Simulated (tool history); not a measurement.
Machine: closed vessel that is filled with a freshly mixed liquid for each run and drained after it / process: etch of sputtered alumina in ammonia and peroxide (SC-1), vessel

run  hour  temperature setpoint of the liquid (C)  parts of 29 % ammonia solution to one part of 30 % peroxide (parts by volume)  time in the liquid (s)  thickness taken off the sputtered alumina on a monitor wafer (nm)
  1     0                                      59                                                                           0.45                     150                                                             15.917
  2   4.4                                    56.5                                                                           0.45                     150                                                             14.102
  3   6.2                                    56.5                                                                           0.35                     150                                                             13.711
  4    13                                    54.5                                                                           0.35                     150                                                             12.327
  5  19.4                                    54.5                                                                            0.5                     150                                                             12.648
  6  27.1                                      57                                                                            0.5                     150                                                             14.397
  7  31.6                                      55                                                                            0.5                     150                                                             12.913
  8  33.7                                    53.5                                                                            0.5                     150                                                             12.106

What will run 9 give?
  9  35.8                                    45.5                                                                            0.5                     150                                                                  ?

Run 9 produced thickness taken off the sputtered alumina on a monitor wafer (nm) 7.7422.
